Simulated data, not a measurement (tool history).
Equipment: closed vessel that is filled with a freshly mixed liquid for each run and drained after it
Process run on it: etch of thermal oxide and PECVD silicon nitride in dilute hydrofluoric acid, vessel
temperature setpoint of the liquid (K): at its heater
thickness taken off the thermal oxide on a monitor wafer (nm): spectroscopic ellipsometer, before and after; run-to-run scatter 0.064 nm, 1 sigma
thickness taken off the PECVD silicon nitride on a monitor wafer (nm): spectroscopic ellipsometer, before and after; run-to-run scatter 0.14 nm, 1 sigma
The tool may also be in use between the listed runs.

run  hour  temperature setpoint of the liquid (K)  parts of water to one part of 49 % hydrofluoric acid (parts by volume)  time in the liquid (s)  thickness taken off the thermal oxide on a monitor wafer (nm)  thickness taken off the PECVD silicon nitride on a monitor wafer (nm)
  1   0.0                                  297.15                                                                     130                    1355                                                         48.542                                                                 44.298
  2   5.3                                  300.65                                                                     130                    1355                                                         55.204                                                                 54.266
  3  13.9                                  298.65                                                                     155                    1345                                                         41.632                                                                 39.486
  4  17.3                                  298.65                                                                     155                    1575                                                         48.532                                                                 47.299
  5  22.9                                  297.65                                                                     175                    1485                                                         37.814                                                                 36.680
  6  29.4                                  297.65                                                                     175                     990                                                         25.179                                                                 24.998
  7  37.9                                  296.65                                                                     185                     995                                                         22.975                                                                 22.092
  8  42.9                                  296.15                                                                     195                    1000                                                         21.311                                                                 20.260

Predict the results of run 9:
  9  49.5                                  296.15                                                                     195                    1000                                                              ?                                                                      ?

{"run 9": {"thickness taken off the thermal oxide on a monitor wafer (nm)": 21.345, "thickness taken off the PECVD silicon nitride on a monitor wafer (nm)": 20.509}}

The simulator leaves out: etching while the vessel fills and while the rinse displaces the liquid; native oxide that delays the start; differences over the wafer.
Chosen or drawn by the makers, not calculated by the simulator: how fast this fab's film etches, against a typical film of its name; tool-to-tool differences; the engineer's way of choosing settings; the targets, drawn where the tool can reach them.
